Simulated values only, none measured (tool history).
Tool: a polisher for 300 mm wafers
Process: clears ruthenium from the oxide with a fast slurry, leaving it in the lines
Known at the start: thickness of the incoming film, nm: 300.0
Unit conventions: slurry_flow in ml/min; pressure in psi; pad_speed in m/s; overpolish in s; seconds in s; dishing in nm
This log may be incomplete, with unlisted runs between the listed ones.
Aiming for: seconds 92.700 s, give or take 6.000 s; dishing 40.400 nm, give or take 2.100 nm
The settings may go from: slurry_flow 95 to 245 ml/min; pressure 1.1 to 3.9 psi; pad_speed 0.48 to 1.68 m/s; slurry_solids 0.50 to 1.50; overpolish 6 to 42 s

run	hour	slurry_flow	pressure	pad_speed	slurry_solids	overpolish	seconds	dishing
1	0.0	155	2.5	1.08	1.00	21	71.724	43.424
2	8.3	155	2.5	1.08	1.00	16	71.235	38.143
3	14.4	155	2.5	1.08	0.80	16	81.207	35.667
4	21.0	155	2.5	1.08	0.80	17	81.505	36.514
5	28.9	155	2.5	0.92	0.80	17	95.201	32.654
6	35.3	155	2.5	0.92	0.80	18	93.463	35.182
7	38.8	155	2.5	0.92	0.80	19	90.396	36.443
# hour 47.7: worn pad replaced by a new one
8	47.7	155	2.5	0.92	0.80	20	85.335	38.635

Next run, 5 choices. One meets every target within its allowed miss, the rest don't. Which?
A	56.6	155	2.2	1.00	0.75	29	?	?
B	56.6	145	2.3	1.06	0.95	15	?	?
C	56.6	170	2.5	0.98	0.60	23	?	?
D	56.6	160	2.7	0.92	0.80	20	?	?
E	56.6	175	2.1	1.06	0.50	22	?	?

move	seconds	dishing
A	90.164	47.510
B	73.877	36.453
C	90.713	41.802
D	78.032	42.064
E	108.870	36.340
A: puts the biggest miss on target and leaves a different result outside tolerance
B: lands further from the targets than the last run did
C: every result lands within tolerance
D: lands further from the targets than the last run did
E: moves the result that the last run missed by most past its target, out the other side
Correct choice: C, which meets every target
